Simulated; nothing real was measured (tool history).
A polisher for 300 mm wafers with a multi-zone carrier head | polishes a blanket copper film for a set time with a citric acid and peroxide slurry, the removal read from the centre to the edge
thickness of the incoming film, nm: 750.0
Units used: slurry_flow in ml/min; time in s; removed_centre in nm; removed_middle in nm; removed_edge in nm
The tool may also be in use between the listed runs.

| run | hour | slurry_flow | centre_zone | middle_zone | edge_zone | slurry_solids | time | removed_centre | removed_middle | removed_edge |
|---|---|---|---|---|---|---|---|---|---|---|
| 1 | 0 | 310 | 1 | 1 | 1 | 1 | 34 | 96.083 | 96.764 | 98.713 |
| 2 | 1.2 | 310 | 0.99 | 0.99 | 0.98 | 0.9 | 33 | 89.303 | 90.002 | 93.367 |
| 3 | 9.7 | 310 | 0.99 | 1 | 0.96 | 0.85 | 32 | 83.937 | 86.268 | 85.681 |
| 4 | 13.4 | 310 | 0.99 | 1 | 0.96 | 0.85 | 23 | 59.08 | 62.951 | 61.774 |
| 5 | 15.2 | 310 | 1 | 1.01 | 0.98 | 0.9 | 23 | 62.62 | 64.89 | 63.499 |
| 6 | 17.3 | 310 | 1 | 1.01 | 1 | 0.9 | 23 | 61.885 | 65.802 | 63.94 |

What will run 7 give?
| 7 | 24.7 | 315 | 1.04 | 0.99 | 1.07 | 1.1 | 24 | ? | ? | ? |

{"run 7": {"removed_centre": 70.476, "removed_middle": 69.973, "removed_edge": 72.273}}
